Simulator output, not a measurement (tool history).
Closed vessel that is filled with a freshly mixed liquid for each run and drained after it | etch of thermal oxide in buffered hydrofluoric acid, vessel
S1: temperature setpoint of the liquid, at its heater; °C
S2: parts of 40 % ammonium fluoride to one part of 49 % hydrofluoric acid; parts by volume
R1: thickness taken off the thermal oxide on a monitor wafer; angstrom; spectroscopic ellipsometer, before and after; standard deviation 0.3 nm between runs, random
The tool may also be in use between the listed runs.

Run 1, hour 0: S1 23 °C, S2 21.5 parts by volume, time in the liquid (s) 30. Result: R1 174.83 angstrom.
Run 2, hour 3.2: S1 23 °C, S2 19 parts by volume, time in the liquid (s) 30. Result: R1 195.8 angstrom.
Run 3, hour 5.1: S1 23 °C, S2 17 parts by volume, time in the liquid (s) 30. Result: R1 219.38 angstrom.
Run 4, hour 10.4: S1 24 °C, S2 16.5 parts by volume, time in the liquid (s) 30. Result: R1 237.15 angstrom.
Run 5, hour 14.7: S1 25 °C, S2 16 parts by volume, time in the liquid (s) 30. Result: R1 259.03 angstrom.
Run 6, hour 19.9: S1 25 °C, S2 16 parts by volume, time in the liquid (s) 30. Result: R1 257.26 angstrom.

For run 7, what comes out?
Run 7, hour 28: S1 25 °C, S2 16 parts by volume, time in the liquid (s) 30. Result: R1 ?.

R1: 259.84 angstrom

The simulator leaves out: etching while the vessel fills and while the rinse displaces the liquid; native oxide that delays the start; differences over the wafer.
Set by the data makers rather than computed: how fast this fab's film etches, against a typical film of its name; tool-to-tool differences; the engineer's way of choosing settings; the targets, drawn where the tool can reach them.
